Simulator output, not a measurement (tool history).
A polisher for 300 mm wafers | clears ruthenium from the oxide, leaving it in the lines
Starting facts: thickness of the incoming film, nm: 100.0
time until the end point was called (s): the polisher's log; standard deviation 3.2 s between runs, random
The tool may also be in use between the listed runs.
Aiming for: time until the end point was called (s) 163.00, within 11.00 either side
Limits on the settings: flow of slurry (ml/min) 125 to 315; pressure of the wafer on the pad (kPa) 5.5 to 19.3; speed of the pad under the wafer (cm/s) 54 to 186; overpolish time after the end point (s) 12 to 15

| run | hour | flow of slurry (ml/min) | pressure of the wafer on the pad (kPa) | speed of the pad under the wafer (cm/s) | overpolish time after the end point (s) | time until the end point was called (s) |
|---|---|---|---|---|---|---|
| 1 | 0.0 | 205 | 12.4 | 118 | 15 | 109.51 |
| 2 | 7.7 | 205 | 12.4 | 132 | 15 | 101.27 |
| 3 | 16.0 | 205 | 11.0 | 130 | 15 | 109.86 |
| 4 | 23.2 | 245 | 11.0 | 130 | 15 | 110.55 |
| 5 | 24.9 | 245 | 9.7 | 128 | 15 | 126.62 |
| 6 | 32.2 | 245 | 9.7 | 128 | 12 | 124.60 |
| 7 | 37.4 | 245 | 9.0 | 126 | 12 | 130.48 |
| 8 | 43.4 | 245 | 9.0 | 126 | 12 | 133.50 |

Which one of the following 4 next-run settings gets every result inside its allowed miss? There is exactly one.
| A | 49.4 | 250 | 5.5 | 142 | 15 | ? |
| B | 49.4 | 280 | 9.7 | 108 | 12 | ? |
| C | 49.4 | 240 | 10.3 | 104 | 12 | ? |
| D | 49.4 | 250 | 8.3 | 132 | 12 | ? |

| move | time until the end point was called (s) |
|---|---|
| A | 165.89 |
| B | 139.26 |
| C | 138.62 |
| D | 133.22 |
A: hits every target within its allowed miss
B: better than the last run, though not everything is in spec
C: better than the last run, though not everything is in spec
D: just as far off the targets as the last run
The move that meets every target is A.
